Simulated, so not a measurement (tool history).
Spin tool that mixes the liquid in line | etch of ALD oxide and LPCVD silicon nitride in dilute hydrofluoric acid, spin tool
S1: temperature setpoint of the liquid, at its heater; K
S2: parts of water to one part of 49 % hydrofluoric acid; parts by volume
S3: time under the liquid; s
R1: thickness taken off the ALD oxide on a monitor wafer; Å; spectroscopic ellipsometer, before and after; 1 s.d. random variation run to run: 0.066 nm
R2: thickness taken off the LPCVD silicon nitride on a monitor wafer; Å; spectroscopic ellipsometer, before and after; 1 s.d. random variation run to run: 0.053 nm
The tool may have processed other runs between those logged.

{"run": 1, "hour": 0.0, "S1": 298.15, "S2": 225, "S3": 125, "R1": 46.846, "R2": 3.8115}
{"run": 2, "hour": 6.8, "S1": 298.65, "S2": 220, "S3": 125, "R1": 47.573, "R2": 3.3559}
{"run": 3, "hour": 15.5, "S1": 299.15, "S2": 215, "S3": 125, "R1": 50.077, "R2": 4.661}
{"run": 4, "hour": 21.6, "S1": 298.65, "S2": 205, "S3": 125, "R1": 53.119, "R2": 4.2241}
{"run": 5, "hour": 30.1, "S1": 298.65, "S2": 165, "S3": 125, "R1": 69.265, "R2": 4.6889}
{"run": 6, "hour": 37.4, "S1": 298.65, "S2": 100, "S3": 125, "R1": 122.94, "R2": 9.0743}
{"run": 7, "hour": 42.5, "S1": 298.15, "S2": 105, "S3": 125, "R1": 112.44, "R2": 6.6485}

Expected results for the next run?
{"run": 8, "hour": 47.6, "S1": 298.15, "S2": 110, "S3": 125, "R1": "?", "R2": "?"}

{"run 8": {"R1": 109.0, "R2": 7.9891}}

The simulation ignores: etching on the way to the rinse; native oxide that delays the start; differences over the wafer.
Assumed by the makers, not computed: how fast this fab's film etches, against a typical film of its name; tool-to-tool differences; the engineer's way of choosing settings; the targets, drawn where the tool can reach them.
